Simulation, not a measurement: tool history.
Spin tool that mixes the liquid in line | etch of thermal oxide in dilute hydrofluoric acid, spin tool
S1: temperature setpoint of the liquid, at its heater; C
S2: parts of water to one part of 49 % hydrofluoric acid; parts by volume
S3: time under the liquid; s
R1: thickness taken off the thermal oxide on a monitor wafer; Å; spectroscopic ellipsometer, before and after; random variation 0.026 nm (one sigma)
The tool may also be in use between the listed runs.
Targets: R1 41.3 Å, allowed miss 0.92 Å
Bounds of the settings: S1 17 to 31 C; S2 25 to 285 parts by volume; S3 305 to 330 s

| run | hour | S1 | S2 | S3 | R1 |
|---|---|---|---|---|---|
| 1 | 0 | 23 | 155 | 305 | 81.702 |
| 2 | 6.1 | 26 | 155 | 305 | 91.697 |
| 3 | 8.7 | 26 | 200 | 305 | 66.974 |
| 4 | 14.1 | 25 | 205 | 305 | 62.666 |
| 5 | 16.7 | 27 | 205 | 305 | 66.979 |
| 6 | 19.5 | 27 | 205 | 330 | 72.183 |
| 7 | 22.1 | 26 | 210 | 330 | 67.999 |
| 8 | 29.3 | 22 | 250 | 330 | 47.69 |
| 9 | 30.8 | 21.5 | 250 | 330 | 46.952 |
|  | 37.6 | thermometer replaced |
| 10 | 37.6 | 21 | 250 | 330 | 43.938 |

5 next moves are on the table. One of them brings every result within its allowed miss. Which?
| A | 44.4 | 20 | 250 | 310 | ? |
| B | 44.4 | 21.5 | 240 | 310 | ? |
| C | 44.4 | 21 | 275 | 330 | ? |
| D | 44.4 | 21.5 | 265 | 315 | ? |
| E | 44.4 | 20.5 | 255 | 330 | ? |

| move | R1 |
|---|---|
| A | 39.597 |
| B | 44.039 |
| C | 38.849 |
| D | 39.564 |
| E | 41.908 |
A: takes the result that was furthest off past its target
B: as far off as the last run
C: takes the result that was furthest off past its target
D: takes the result that was furthest off past its target
E: meets every target
Move E is the one to make.
